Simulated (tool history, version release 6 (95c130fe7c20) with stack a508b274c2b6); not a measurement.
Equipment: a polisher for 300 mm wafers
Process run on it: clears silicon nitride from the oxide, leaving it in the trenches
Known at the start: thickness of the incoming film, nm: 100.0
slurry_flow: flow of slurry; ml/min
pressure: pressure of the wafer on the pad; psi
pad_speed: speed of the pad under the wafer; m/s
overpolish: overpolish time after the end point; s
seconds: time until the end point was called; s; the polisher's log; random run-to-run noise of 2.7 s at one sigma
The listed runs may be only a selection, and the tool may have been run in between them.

| run | hour | slurry_flow | pressure | pad_speed | overpolish | seconds |
|---|---|---|---|---|---|---|
| 1 | 0 | 165 | 3.1 | 1.16 | 20 | 74.261 |
| 2 | 8.3 | 165 | 3.1 | 0.94 | 20 | 87.439 |
| 3 | 10.4 | 130 | 3.1 | 0.94 | 20 | 92.577 |
| 4 | 14.9 | 130 | 2.8 | 0.92 | 20 | 101.52 |
| 5 | 17.7 | 165 | 2.8 | 0.92 | 20 | 96.158 |
| 6 | 18.3 | 160 | 2.5 | 0.88 | 20 | 106.98 |
| 7 | 19.9 | 155 | 2.3 | 0.84 | 20 | 121.51 |
| 8 | 27 | 150 | 2.1 | 0.82 | 20 | 132.76 |
| 9 | 31.8 | 145 | 2 | 0.82 | 20 | 141.55 |
| 10 | 35.6 | 140 | 1.9 | 0.82 | 20 | 148.71 |
| 11 | 37.5 | 135 | 1.8 | 0.82 | 20 | 157.05 |
| 12 | 43.7 | 130 | 1.8 | 0.82 | 20 | 159.09 |
| 13 | 51 | 125 | 1.8 | 0.82 | 20 | 160.56 |

Run 14, settings as shown, results not yet in. Your forecast:
| 14 | 56.9 | 120 | 1.8 | 0.82 | 20 | ? |

{"run 14": {"seconds": 163.89}}

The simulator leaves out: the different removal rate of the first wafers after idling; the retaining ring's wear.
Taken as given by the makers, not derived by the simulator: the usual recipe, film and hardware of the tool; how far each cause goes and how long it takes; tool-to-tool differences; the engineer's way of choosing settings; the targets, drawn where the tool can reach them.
